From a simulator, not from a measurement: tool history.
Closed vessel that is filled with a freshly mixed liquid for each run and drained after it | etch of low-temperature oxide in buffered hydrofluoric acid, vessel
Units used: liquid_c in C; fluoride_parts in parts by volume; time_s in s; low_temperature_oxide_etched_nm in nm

| run | day | liquid_c | fluoride_parts | time_s | low_temperature_oxide_etched_nm |
|---|---|---|---|---|---|
| 1 | 0 | 24 | 12.5 | 100 | 318.91 |
| 2 | 0.225 | 25.5 | 12.5 | 100 | 348.26 |
| 3 | 0.379 | 24 | 12.5 | 100 | 319.1 |
| 4 | 0.538 | 23 | 13 | 100 | 290.57 |
| 5 | 0.812 | 23 | 15.5 | 100 | 246.23 |
| 6 | 0.938 | 23 | 15.5 | 110 | 267.22 |
| 7 | 1.067 | 22 | 15.5 | 110 | 254.44 |
| 8 | 1.425 | 21 | 15.5 | 110 | 239.43 |
| 9 | 1.625 | 21 | 15.5 | 110 | 240.67 |
| 10 | 1.762 | 20.5 | 15.5 | 110 | 234.92 |
| 11 | 2.021 | 20 | 15.5 | 110 | 228.17 |
| 12 | 2.233 | 20 | 15.5 | 110 | 227.31 |

Run 13 is up next; what results do you expect?
| 13 | 2.558 | 19.5 | 15.5 | 110 | ? |

low_temperature_oxide_etched_nm: 223.79 nm
